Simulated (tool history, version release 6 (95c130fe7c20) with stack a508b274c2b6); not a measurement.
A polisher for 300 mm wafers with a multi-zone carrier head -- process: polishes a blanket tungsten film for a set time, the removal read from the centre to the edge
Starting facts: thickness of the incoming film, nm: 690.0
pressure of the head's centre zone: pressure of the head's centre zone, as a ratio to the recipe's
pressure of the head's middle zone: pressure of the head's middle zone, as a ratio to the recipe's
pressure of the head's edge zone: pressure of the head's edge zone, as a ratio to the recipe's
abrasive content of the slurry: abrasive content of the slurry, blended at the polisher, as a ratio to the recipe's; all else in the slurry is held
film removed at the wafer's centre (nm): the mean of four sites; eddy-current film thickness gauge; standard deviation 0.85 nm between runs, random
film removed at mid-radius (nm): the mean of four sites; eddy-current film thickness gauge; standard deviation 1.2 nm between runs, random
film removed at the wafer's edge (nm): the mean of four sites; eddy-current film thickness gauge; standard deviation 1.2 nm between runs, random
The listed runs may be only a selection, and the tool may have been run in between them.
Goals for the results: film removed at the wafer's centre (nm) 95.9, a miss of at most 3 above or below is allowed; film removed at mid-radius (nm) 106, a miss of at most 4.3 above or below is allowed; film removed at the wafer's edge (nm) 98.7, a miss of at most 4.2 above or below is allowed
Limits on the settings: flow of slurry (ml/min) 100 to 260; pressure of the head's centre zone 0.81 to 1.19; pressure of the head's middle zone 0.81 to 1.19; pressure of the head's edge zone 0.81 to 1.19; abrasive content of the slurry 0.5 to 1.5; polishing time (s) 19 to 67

run  hour  flow of slurry (ml/min)  pressure of the head's centre zone  pressure of the head's middle zone  pressure of the head's edge zone  abrasive content of the slurry  polishing time (s)  film removed at the wafer's centre (nm)  film removed at mid-radius (nm)  film removed at the wafer's edge (nm)
  1     0                      165                                   1                                   1                                 1                               1                  43                                   108.83                           110.61                                 115.15
  2   8.1                      165                                   1                                1.07                                 1                               1                  43                                   105.97                            118.9                                 113.72
  3  13.7                      165                                   1                                1.07                                 1                             0.8                  43                                   103.38                           113.09                                 111.67
  4  18.8                      155                                   1                                1.07                              0.96                            0.75                  43                                   101.06                            109.3                                 105.15
  5  27.3                      145                                   1                                1.07                              0.95                            0.75                  43                                   98.725                           109.77                                  103.2
  6    34                      145                                   1                                1.07                              0.95                            0.75                  34                                   78.239                           85.427                                  83.46
  7  40.8                      175                                1.02                                 1.1                              0.97                             0.8                  34                                   84.944                           92.602                                 86.238
  8  46.4                      195                                1.02                                1.11                                 1                            0.85                  34                                   88.967                           96.758                                 88.046
  9  52.8                      205                                1.02                                1.11                              1.04                             0.9                  34                                   91.674                           100.55                                  93.19
 10  58.8                      210                                1.02                                1.11                              1.06                             0.9                  34                                   90.445                           99.118                                 95.519
     59.6  -- slurry nozzle cleaned
 11  59.6                      240                                1.05                                1.16                              1.06                            0.95                  34                                   101.93                            115.2                                 102.02
 12  67.6                      240                                1.05                                1.16                              1.06                            0.95                  34                                   105.16                           113.05                                 101.54
 13  74.8                      225                                1.05                                1.15                              1.07                            0.95                  34                                   103.34                           113.29                                 100.18

Next run, 4 choices. One meets every target within its allowed miss, the rest don't. Which?
  A    82                      230                                1.12                                1.06                              1.07                            0.85                  34                                        ?                                ?                                      ?
  B    82                      180                                0.99                                1.09                              0.99                            0.95                  35                                        ?                                ?                                      ?
  C    82                      260                                0.91                                1.06                              1.09                            0.85                  34                                        ?                                ?                                      ?
  D    82                      240                                0.91                                1.17                              1.06                             0.9                  36                                        ?                                ?                                      ?

move  film removed at the wafer's centre (nm)  film removed at mid-radius (nm)  film removed at the wafer's edge (nm)
   A                                   110.14                           104.43                                 100.55
   B                                    98.13                           108.37                                 98.833
   C                                   90.775                           106.05                                 102.59
   D                                   96.054                           122.16                                 107.16
A: moves away from the targets compared with the last run
B: meets every target
C: the result that was furthest off in the last run now lies on the other side of its target
D: the worst result of the last run now meets its target, but another is out of spec
The right move is B.
